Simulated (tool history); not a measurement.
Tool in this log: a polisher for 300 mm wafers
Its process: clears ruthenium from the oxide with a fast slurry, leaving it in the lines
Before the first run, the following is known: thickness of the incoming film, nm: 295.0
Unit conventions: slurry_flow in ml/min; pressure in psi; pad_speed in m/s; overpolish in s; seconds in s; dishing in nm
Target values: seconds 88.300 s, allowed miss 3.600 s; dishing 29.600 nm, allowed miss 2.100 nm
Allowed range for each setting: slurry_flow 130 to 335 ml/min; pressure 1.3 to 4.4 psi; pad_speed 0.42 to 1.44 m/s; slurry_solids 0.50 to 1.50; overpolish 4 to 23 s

run,hour,slurry_flow,pressure,pad_speed,slurry_solids,overpolish,seconds,dishing
1,0.0,215,2.8,0.92,1.00,12,64.398,28.493
2,4.1,215,2.8,0.92,1.00,16,62.428,31.100
3,6.0,215,2.5,0.92,1.00,18,69.596,31.211
4,7.3,260,2.5,0.92,1.00,18,70.629,32.661
5,14.2,260,2.5,1.14,1.00,18,56.714,33.741
6,18.3,260,2.8,1.14,1.00,18,51.508,34.543
7,19.2,255,2.0,1.10,1.00,19,73.518,31.957
8,20.2,250,1.5,1.10,1.00,19,97.417,28.291

5 candidate next runs follow, results not yet known. Just one meets every target within its allowed miss. Identify it.
A,21.2,290,1.4,1.08,1.05,18,?,?
B,21.2,320,1.8,0.96,1.05,18,?,?
C,21.2,240,1.4,1.10,1.05,22,?,?
D,21.2,265,1.6,1.08,1.00,15,?,?
E,21.2,260,1.3,1.20,0.90,17,?,?

move,seconds,dishing
A,100.390,27.031
B,88.118,28.664
C,99.930,29.555
D,90.714,25.977
E,103.890,25.839
A: misses by more than the last run did
B: all results land within tolerance of their targets
C: misses by more than the last run did
D: gets the furthest-off result to its target, but another result is out of tolerance
E: misses by more than the last run did
Answer: B
